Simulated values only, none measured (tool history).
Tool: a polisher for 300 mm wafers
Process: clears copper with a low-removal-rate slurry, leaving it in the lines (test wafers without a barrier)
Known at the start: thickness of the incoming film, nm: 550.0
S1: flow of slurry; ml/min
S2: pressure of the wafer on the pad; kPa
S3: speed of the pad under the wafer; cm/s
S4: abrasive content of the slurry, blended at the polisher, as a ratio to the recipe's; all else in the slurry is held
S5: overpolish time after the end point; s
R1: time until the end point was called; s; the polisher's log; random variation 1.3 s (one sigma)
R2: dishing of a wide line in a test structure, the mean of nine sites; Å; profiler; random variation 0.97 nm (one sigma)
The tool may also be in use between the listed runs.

| run | hour | S1 | S2 | S3 | S4 | S5 | R1 | R2 |
|---|---|---|---|---|---|---|---|---|
| 1 | 0 | 315 | 25.5 | 140 | 1 | 15 | 100.71 | 607.04 |
| 2 | 5.3 | 250 | 25.5 | 140 | 1 | 15 | 103.3 | 602.37 |
| 3 | 13.5 | 250 | 25.5 | 108 | 1 | 15 | 135.56 | 489.32 |
| 4 | 17.4 | 250 | 26.9 | 108 | 1 | 14 | 128.27 | 469.57 |
| 5 | 25.7 | 310 | 26.9 | 108 | 1 | 14 | 123.32 | 487.48 |
|  | 28.9 | head pressure recalibrated |
| 6 | 28.9 | 310 | 22.8 | 108 | 1 | 14 | 152.43 | 399.18 |
| 7 | 35 | 310 | 24.1 | 108 | 1 | 13 | 147.76 | 394.73 |
| 8 | 36.4 | 310 | 25.5 | 108 | 1 | 13 | 138.53 | 408.32 |

Forecast run 9:
| 9 | 45.2 | 310 | 32.4 | 112 | 1 | 11 | ? | ? |

{"run 9": {"R1": 111.65, "R2": 432.01}}
